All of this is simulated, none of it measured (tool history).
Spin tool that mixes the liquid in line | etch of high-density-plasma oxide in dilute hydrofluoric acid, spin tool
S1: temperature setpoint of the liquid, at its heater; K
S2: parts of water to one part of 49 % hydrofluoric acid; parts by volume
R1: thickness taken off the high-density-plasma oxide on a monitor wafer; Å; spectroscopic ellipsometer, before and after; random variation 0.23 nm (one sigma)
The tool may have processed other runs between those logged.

run 1 hour=0 | S1=294.15 S2=110 time_under_the_liquid_(s)=265 | R1=106.04
run 2 hour=2.3 | S1=294.15 S2=135 time_under_the_liquid_(s)=265 | R1=83.981
run 3 hour=10.9 | S1=295.15 S2=125 time_under_the_liquid_(s)=265 | R1=94.759
run 4 hour=13.3 | S1=298.65 S2=125 time_under_the_liquid_(s)=265 | R1=109.83
run 5 hour=15 | S1=299.15 S2=115 time_under_the_liquid_(s)=265 | R1=123.97
run 6 hour=19.7 | S1=299.15 S2=115 time_under_the_liquid_(s)=285 | R1=131.36
run 7 hour=24.9 | S1=299.65 S2=105 time_under_the_liquid_(s)=285 | R1=147.45
run 8 hour=29.9 | S1=300.15 S2=100 time_under_the_liquid_(s)=285 | R1=162.69
run 9 hour=33.7 | S1=300.65 S2=95 time_under_the_liquid_(s)=285 | R1=168.7

What does the tool deliver on the next run?
run 10 hour=40.8 | S1=300.65 S2=90 time_under_the_liquid_(s)=285 | R1=?

Run 10 measured R1 183.25 Å.
